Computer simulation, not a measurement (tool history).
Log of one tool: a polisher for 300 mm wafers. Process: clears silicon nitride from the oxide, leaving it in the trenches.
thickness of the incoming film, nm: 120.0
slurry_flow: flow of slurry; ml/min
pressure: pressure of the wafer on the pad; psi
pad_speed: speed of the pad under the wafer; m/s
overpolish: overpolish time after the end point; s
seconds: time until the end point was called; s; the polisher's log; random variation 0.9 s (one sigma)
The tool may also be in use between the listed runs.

| run | hour | slurry_flow | pressure | pad_speed | overpolish | seconds |
|---|---|---|---|---|---|---|
| 1 | 0 | 300 | 2.9 | 1.12 | 29 | 122.75 |
| 2 | 1.5 | 300 | 3.2 | 1.12 | 29 | 112.52 |
| 3 | 4.6 | 300 | 2.7 | 1.12 | 29 | 130.72 |
| 4 | 12.3 | 300 | 2.7 | 1.12 | 31 | 130.78 |
| 5 | 16.6 | 345 | 2.7 | 1.12 | 31 | 129.61 |
| 6 | 18.4 | 345 | 3.1 | 1.12 | 31 | 115.09 |
| 7 | 20.7 | 345 | 3.4 | 1.12 | 31 | 105.8 |
| 8 | 22.4 | 345 | 3.6 | 1.12 | 31 | 100.55 |
| 9 | 23.7 | 345 | 3.7 | 1.12 | 31 | 98.561 |

Run 10 comes next. What will it give?
| 10 | 32.4 | 345 | 3.8 | 1.12 | 31 | ? |

Run 10 gave seconds 95.461 s.

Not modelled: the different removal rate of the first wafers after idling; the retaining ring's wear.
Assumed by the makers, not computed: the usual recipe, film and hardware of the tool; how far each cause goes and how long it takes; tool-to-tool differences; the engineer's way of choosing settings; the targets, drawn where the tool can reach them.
